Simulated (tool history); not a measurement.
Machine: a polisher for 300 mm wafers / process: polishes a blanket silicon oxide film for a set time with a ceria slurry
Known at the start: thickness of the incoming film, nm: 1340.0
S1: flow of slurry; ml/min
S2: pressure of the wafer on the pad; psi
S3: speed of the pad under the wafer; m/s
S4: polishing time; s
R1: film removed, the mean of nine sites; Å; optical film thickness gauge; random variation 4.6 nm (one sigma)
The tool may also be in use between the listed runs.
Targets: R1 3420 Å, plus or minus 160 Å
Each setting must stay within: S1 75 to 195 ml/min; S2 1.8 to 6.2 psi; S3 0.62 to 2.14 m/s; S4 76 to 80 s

{"run": 1, "hour": 0.0, "S1": 125, "S2": 4, "S3": 1.38, "S4": 76, "R1": 5450.9}
{"run": 2, "hour": 6.7, "S1": 125, "S2": 4, "S3": 1.12, "S4": 76, "R1": 4392.4}
{"run": 3, "hour": 11.0, "S1": 125, "S2": 3.9, "S3": 1.12, "S4": 76, "R1": 4374.8}
{"run": 4, "hour": 14.0, "S1": 125, "S2": 3.9, "S3": 1.12, "S4": 80, "R1": 4594.9}
{"run": 5, "hour": 18.1, "S1": 150, "S2": 3.9, "S3": 1.12, "S4": 80, "R1": 4567}
{"run": 6, "hour": 25.5, "S1": 150, "S2": 3.7, "S3": 1.12, "S4": 80, "R1": 4597.5}
{"run": 7, "hour": 31.9, "S1": 150, "S2": 3.5, "S3": 1.12, "S4": 80, "R1": 4239.4}
{"run": 8, "hour": 34.1, "S1": 150, "S2": 3.4, "S3": 1.12, "S4": 80, "R1": 4085.8}
{"run": 9, "hour": 40.4, "S1": 150, "S2": 3.3, "S3": 1.12, "S4": 80, "R1": 4084.8}
{"run": 10, "hour": 42.7, "S1": 150, "S2": 3.3, "S3": 1.12, "S4": 80, "R1": 4021.4}
{"run": 11, "hour": 43.5, "S1": 150, "S2": 3.2, "S3": 1.12, "S4": 80, "R1": 3871.8}
{"run": 12, "hour": 48.5, "S1": 150, "S2": 3.1, "S3": 1.12, "S4": 80, "R1": 3717.4}
{"run": 13, "hour": 49.8, "S1": 150, "S2": 3, "S3": 1.12, "S4": 80, "R1": 3679.8}

Of the 4 settings listed for the next run, only one would bring every result within its allowed miss of target. Which one?
{"run": "A", "hour": 51.1, "S1": 125, "S2": 2.7, "S3": 1.28, "S4": 76, "R1": "?"}
{"run": "B", "hour": 51.1, "S1": 125, "S2": 2.6, "S3": 1.14, "S4": 76, "R1": "?"}
{"run": "C", "hour": 51.1, "S1": 140, "S2": 3, "S3": 1, "S4": 76, "R1": "?"}
{"run": "D", "hour": 51.1, "S1": 155, "S2": 2.4, "S3": 1.2, "S4": 76, "R1": "?"}

move=A R1=3471.9
move=B R1=2994.5
move=C R1=3080.5
move=D R1=3010
A: in spec on every target
B: the result that was furthest off in the last run now lies on the other side of its target
C: the result that was furthest off in the last run now lies on the other side of its target
D: the result that was furthest off in the last run now lies on the other side of its target
A is the move that brings every result within its allowed miss.
